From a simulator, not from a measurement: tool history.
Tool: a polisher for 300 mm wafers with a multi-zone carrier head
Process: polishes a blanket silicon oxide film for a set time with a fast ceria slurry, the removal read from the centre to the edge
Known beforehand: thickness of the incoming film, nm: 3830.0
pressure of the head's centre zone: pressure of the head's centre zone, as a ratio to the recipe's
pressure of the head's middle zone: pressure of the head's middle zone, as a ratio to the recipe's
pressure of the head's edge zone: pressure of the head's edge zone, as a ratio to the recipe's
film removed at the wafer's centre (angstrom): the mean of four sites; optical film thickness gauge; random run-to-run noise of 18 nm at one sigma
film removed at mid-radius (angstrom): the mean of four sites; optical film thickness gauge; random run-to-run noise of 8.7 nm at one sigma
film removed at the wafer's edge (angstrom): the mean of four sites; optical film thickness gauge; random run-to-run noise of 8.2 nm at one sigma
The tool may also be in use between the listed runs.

| run | day | flow of slurry (ml/min) | pressure of the head's centre zone | pressure of the head's middle zone | pressure of the head's edge zone | polishing time (s) | film removed at the wafer's centre (angstrom) | film removed at mid-radius (angstrom) | film removed at the wafer's edge (angstrom) |
|---|---|---|---|---|---|---|---|---|---|
| 1 | 0 | 270 | 1 | 1 | 1 | 75 | 8450 | 8340.9 | 8424.3 |
| 2 | 0.046 | 270 | 1.04 | 1 | 1 | 75 | 8946.9 | 8280 | 8436.2 |
| 3 | 0.125 | 275 | 1.05 | 0.99 | 1.05 | 82 | 9619.6 | 9006.1 | 9362.5 |
| 4 | 0.225 | 275 | 1.05 | 0.99 | 1.05 | 100 | 11775 | 11082 | 11462 |
| 5 | 0.596 | 275 | 1.05 | 1.03 | 1.05 | 100 | 12059 | 11449 | 11613 |
| 6 | 0.762 | 270 | 1.07 | 1 | 1.09 | 101 | 12152 | 11315 | 11815 |

For run 7, what comes out?
| 7 | 1.029 | 270 | 1.08 | 0.97 | 1.11 | 102 | ? | ? | ? |

Run 7 gave film removed at the wafer's centre (angstrom) 12432, film removed at mid-radius (angstrom) 11039, film removed at the wafer's edge (angstrom) 11813.
